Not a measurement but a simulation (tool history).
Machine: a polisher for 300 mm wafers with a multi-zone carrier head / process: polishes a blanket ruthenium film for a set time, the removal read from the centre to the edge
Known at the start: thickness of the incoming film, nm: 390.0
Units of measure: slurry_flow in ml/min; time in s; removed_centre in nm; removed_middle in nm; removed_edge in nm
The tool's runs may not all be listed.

run  hour  slurry_flow  centre_zone  middle_zone  edge_zone  time  removed_centre  removed_middle  removed_edge
  1   0.0          275         1.00         1.00       1.00    34          27.018          27.932        27.131
  2   5.5          280         1.02         1.01       1.02    35          28.278          29.214        29.424
  3   9.8          280         1.02         1.01       1.08    35          28.000          28.521        29.181
  4  13.9          290         1.04         1.02       1.07    36          29.245          30.083        30.520
  5  19.6          290         1.06         1.02       1.05    37          30.959          30.834        30.670
  6  24.3          290         1.06         0.94       1.05    37          30.579          28.804        31.220
  7  32.7          295         1.07         0.96       1.05    38          32.038          30.296        31.818

Predict the results of run 8:
  8  41.4          300         1.08         0.98       1.06    39               ?               ?             ?

{"run 8": {"removed_centre": 32.824, "removed_middle": 31.155, "removed_edge": 33.112}}
